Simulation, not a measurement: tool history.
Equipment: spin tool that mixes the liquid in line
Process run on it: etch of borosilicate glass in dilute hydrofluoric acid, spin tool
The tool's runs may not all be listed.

run	hour	temperature setpoint of the liquid (K)	parts of water to one part of 49 % hydrofluoric acid (parts by volume)	time under the liquid (s)	thickness taken off the borosilicate glass on a monitor wafer (Å)
1	0	293.15	70	125	525.94
2	5	291.15	70	125	485.19
3	9.3	291.15	70	125	488.39
4	10.4	292.65	70	125	521.98
5	12.3	293.65	65	125	588.03
6	19.3	293.65	55	125	703.7
7	21.1	294.65	50	125	801.94
# hour 26.1: thermometer replaced
8	26.1	295.15	45	125	1018.1

Run 9 comes next. What will it give?
9	34.3	295.65	45	125	?

thickness taken off the borosilicate glass on a monitor wafer (Å): 1026.5

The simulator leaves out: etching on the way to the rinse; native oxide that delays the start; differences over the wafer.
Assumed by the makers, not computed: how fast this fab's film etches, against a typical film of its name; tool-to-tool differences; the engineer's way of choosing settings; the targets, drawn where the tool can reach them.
